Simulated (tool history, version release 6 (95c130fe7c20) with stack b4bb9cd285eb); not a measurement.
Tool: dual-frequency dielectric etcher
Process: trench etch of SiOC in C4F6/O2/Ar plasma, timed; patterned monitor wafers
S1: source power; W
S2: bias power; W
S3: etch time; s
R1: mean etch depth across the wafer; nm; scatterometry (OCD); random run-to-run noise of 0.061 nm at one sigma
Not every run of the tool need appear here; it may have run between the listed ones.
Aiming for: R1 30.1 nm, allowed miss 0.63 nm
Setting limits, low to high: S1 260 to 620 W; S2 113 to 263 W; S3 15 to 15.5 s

run,hour,S1,S2,S3,R1
1,0,440,188,15,34.353
2,5.7,440,188,15.5,35.502
3,12.6,500,188,15.5,36.953
4,16,500,188,15,35.803
5,24,500,216,15,37.255
6,25.3,570,216,15,38.892
7,31,510,202,15,36.734
8,37.2,460,193,15,35.269
9,38.6,430,183,15,33.864
10,45.4,400,178,15,32.773
11,52.3,380,175,15,32.149
12,54.5,360,173,15,31.455
13,57,350,172,15,31.057

Pick the move, out of 5, that brings all results within their allowed miss; only one does.
A,59.5,310,202,15,?
B,59.5,330,161,15,?
C,59.5,350,162,15.5,?
D,59.5,360,192,15,?
E,59.5,370,154,15.5,?

move,R1
A,31.214
B,29.945
C,31.568
D,32.234
E,31.719
A: lands further from the targets than the last run did
B: hits every target within its allowed miss
C: lands further from the targets than the last run did
D: lands further from the targets than the last run did
E: lands further from the targets than the last run did
So the answer is move B, the one that meets all the targets.
